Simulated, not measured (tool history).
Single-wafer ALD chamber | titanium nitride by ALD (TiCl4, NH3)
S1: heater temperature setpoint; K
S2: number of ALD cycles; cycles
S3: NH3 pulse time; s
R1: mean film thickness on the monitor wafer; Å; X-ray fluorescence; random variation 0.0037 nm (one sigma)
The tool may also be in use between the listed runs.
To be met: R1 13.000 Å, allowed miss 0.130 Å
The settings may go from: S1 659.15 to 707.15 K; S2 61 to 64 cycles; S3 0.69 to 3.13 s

run  hour      S1  S2    S3      R1
  1   0.0  683.15  64  1.91  13.634
  2   7.2  683.15  64  1.91  13.669
  3  14.3  682.15  63  1.78  13.333
  4  17.9  677.15  63  1.78  13.324
  5  19.3  677.15  63  1.26  13.195
  6  23.9  677.15  63  1.52  13.258
  7  27.2  677.15  61  1.52  12.827
  8  28.8  678.15  61  1.52  12.783
  9  38.0  678.15  63  1.52  13.274

Which of these 4 next moves meets every target?
  A  47.2  690.15  62  1.92   ?
  B  47.2  678.15  63  1.94   ?
  C  47.2  672.15  62  1.66   ?
  D  47.2  682.15  64  1.17   ?

move      R1
   A  13.262
   B  13.415
   C  13.078
   D  13.412
A: as far off as the last run
B: further off than the last run
C: meets every target
D: further off than the last run
The right move is C.
